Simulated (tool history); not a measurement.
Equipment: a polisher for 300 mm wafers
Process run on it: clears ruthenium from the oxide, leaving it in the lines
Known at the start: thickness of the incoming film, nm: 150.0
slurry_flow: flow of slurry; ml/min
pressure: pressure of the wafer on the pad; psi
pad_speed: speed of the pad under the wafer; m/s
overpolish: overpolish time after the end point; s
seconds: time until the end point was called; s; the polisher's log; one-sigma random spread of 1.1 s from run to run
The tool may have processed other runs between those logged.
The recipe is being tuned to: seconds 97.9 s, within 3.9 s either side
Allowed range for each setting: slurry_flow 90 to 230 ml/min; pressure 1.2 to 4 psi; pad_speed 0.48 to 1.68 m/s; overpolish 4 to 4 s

{"run": 1, "day": 0.0, "slurry_flow": 150, "pressure": 2.6, "pad_speed": 1.08, "overpolish": 4, "seconds": 78.053}
{"run": 2, "day": 0.025, "slurry_flow": 150, "pressure": 2.5, "pad_speed": 1.08, "overpolish": 4, "seconds": 82.097}
{"run": 3, "day": 0.179, "slurry_flow": 175, "pressure": 2.5, "pad_speed": 1.08, "overpolish": 4, "seconds": 80.324}
{"run": 4, "day": 0.442, "slurry_flow": 175, "pressure": 2.4, "pad_speed": 1.08, "overpolish": 4, "seconds": 83.087}
{"run": 5, "day": 0.725, "slurry_flow": 175, "pressure": 2.4, "pad_speed": 1.34, "overpolish": 4, "seconds": 67.571}
{"run": 6, "day": 0.842, "slurry_flow": 200, "pressure": 2.4, "pad_speed": 1.34, "overpolish": 4, "seconds": 67.712}
{"run": 7, "day": 0.975, "slurry_flow": 200, "pressure": 2.2, "pad_speed": 1.34, "overpolish": 4, "seconds": 71.597}
{"run": 8, "day": 1.242, "slurry_flow": 200, "pressure": 2.1, "pad_speed": 1.34, "overpolish": 4, "seconds": 74.915}
{"run": 9, "day": 1.292, "slurry_flow": 180, "pressure": 1.4, "pad_speed": 1.32, "overpolish": 4, "seconds": 103.11}
{"run": 10, "day": 1.508, "slurry_flow": 180, "pressure": 1.4, "pad_speed": 1.32, "overpolish": 4, "seconds": 102.57}

Exactly one of the 5 candidate moves below puts every result within its allowed miss. Which one?
{"run": "A", "day": 1.725, "slurry_flow": 195, "pressure": 1.4, "pad_speed": 1.26, "overpolish": 4, "seconds": "?"}
{"run": "B", "day": 1.725, "slurry_flow": 180, "pressure": 1.3, "pad_speed": 1.3, "overpolish": 4, "seconds": "?"}
{"run": "C", "day": 1.725, "slurry_flow": 175, "pressure": 1.6, "pad_speed": 1.36, "overpolish": 4, "seconds": "?"}
{"run": "D", "day": 1.725, "slurry_flow": 185, "pressure": 1.5, "pad_speed": 1.14, "overpolish": 4, "seconds": "?"}
{"run": "E", "day": 1.725, "slurry_flow": 160, "pressure": 1.4, "pad_speed": 1.4, "overpolish": 4, "seconds": "?"}

move=A seconds=106.11
move=B seconds=109.77
move=C seconds=91.856
move=D seconds=111.21
move=E seconds=99.645
A: its largest miss is bigger than the last run's
B: its largest miss is bigger than the last run's
C: carries the result that was furthest off beyond its target, to the other side
D: its largest miss is bigger than the last run's
E: hits every target within its allowed miss
E meets every target.
